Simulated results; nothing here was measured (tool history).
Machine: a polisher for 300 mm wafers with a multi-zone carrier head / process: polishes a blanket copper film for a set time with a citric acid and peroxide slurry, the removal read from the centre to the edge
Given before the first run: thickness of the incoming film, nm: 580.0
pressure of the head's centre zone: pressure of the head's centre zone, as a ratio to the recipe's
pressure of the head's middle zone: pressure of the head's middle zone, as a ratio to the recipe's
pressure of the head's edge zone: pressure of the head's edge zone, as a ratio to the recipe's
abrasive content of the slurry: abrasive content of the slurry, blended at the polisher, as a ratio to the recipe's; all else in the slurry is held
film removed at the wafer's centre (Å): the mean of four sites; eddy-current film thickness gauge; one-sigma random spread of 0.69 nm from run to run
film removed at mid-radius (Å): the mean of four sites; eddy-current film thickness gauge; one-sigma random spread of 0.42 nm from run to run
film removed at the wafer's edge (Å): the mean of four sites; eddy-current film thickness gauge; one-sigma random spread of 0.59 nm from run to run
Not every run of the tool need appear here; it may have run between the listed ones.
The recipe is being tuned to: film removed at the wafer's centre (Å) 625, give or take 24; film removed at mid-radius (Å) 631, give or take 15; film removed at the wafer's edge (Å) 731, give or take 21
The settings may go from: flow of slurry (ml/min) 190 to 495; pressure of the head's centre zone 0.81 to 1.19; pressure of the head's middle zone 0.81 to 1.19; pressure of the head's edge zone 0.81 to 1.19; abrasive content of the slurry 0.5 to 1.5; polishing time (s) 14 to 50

run  hour  flow of slurry (ml/min)  pressure of the head's centre zone  pressure of the head's middle zone  pressure of the head's edge zone  abrasive content of the slurry  polishing time (s)  film removed at the wafer's centre (Å)  film removed at mid-radius (Å)  film removed at the wafer's edge (Å)
  1     0                      320                                   1                                   1                                 1                               1                  32                                  581.97                           591.7                                594.36
  2   1.5                      320                                   1                                   1                                 1                               1                  40                                  727.54                          735.56                                749.75
  3   6.3                      305                                0.97                                0.96                                 1                            0.95                  40                                  686.48                          710.19                                743.34
  4   7.7                      295                                0.96                                0.92                                 1                            0.95                  40                                  676.24                          674.94                                733.53
  5  15.6                      295                                0.96                                0.92                                 1                            0.85                  40                                  665.42                          666.56                                730.08
  6  23.5                      285                                0.95                                 0.9                              1.01                            0.85                  40                                  666.06                          653.84                                729.51
  7    27                      280                                0.93                                0.89                              1.02                            0.85                  40                                     649                          640.86                                729.21
  8    29                      275                                0.92                                0.89                              1.02                            0.85                  40                                  646.78                          645.63                                727.52

Exercise: of the 4 proposed moves below, exactly one satisfies all targets within the stated allowed misses. Which move is it?
  A    31                      285                                0.84                                0.89                              0.99                            0.85                  41                                       ?                               ?                                     ?
  B    31                      310                                 0.9                                0.87                              1.04                            0.95                  39                                       ?                               ?                                     ?
  C    31                      270                                0.95                                0.91                              0.98                            0.95                  40                                       ?                               ?                                     ?
  D    31                      250                                0.98                                0.86                              0.98                             0.8                  41                                       ?                               ?                                     ?

move  film removed at the wafer's centre (Å)  film removed at mid-radius (Å)  film removed at the wafer's edge (Å)
   A                                  602.88                          669.83                                745.47
   B                                  627.86                          638.01                                740.45
   C                                  672.42                          671.98                                731.58
   D                                  690.98                          639.19                                730.86
A: its largest miss is bigger than the last run's
B: in spec on every target
C: its largest miss is bigger than the last run's
D: brings the result that was furthest off to its target, and leaves another outside
Correct choice: B, which meets every target
